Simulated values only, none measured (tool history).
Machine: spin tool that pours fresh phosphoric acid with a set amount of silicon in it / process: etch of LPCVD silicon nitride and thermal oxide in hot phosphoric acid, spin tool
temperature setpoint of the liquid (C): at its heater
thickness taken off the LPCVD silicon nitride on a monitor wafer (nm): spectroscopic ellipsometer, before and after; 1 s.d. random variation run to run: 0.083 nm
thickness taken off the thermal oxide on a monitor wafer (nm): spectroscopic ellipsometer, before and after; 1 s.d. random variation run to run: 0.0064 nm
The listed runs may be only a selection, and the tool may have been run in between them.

run  hour  temperature setpoint of the liquid (C)  silicon dissolved in the acid as it is poured (mg a litre)  time under the liquid (s)  thickness taken off the LPCVD silicon nitride on a monitor wafer (nm)  thickness taken off the thermal oxide on a monitor wafer (nm)
  1     0                                     162                                                          26                        180                                                                 16.689                                                        0.25304
  2     7                                     162                                                          31                        180                                                                 16.863                                                        0.24198
  3     8                                     162                                                          31                        240                                                                 22.256                                                        0.35943
  4  16.5                                     162                                                          31                        285                                                                 26.355                                                        0.29453
  5  23.1                                     161                                                          34                        260                                                                 23.427                                                        0.27017
  6  25.3                                     161                                                          49                        260                                                                 23.184                                                        0.15054
  7    29                                   158.5                                                          50                        170                                                                 13.997                                                       0.078038
  8  31.7                                   158.5                                                          50                        170                                                                 14.067                                                        0.07736

Run 9, settings as shown, results not yet in. Your forecast:
  9  39.5                                   158.5                                                          50                        165                                                                      ?                                                              ?

thickness taken off the LPCVD silicon nitride on a monitor wafer (nm): 13.71
thickness taken off the thermal oxide on a monitor wafer (nm): 0.06756

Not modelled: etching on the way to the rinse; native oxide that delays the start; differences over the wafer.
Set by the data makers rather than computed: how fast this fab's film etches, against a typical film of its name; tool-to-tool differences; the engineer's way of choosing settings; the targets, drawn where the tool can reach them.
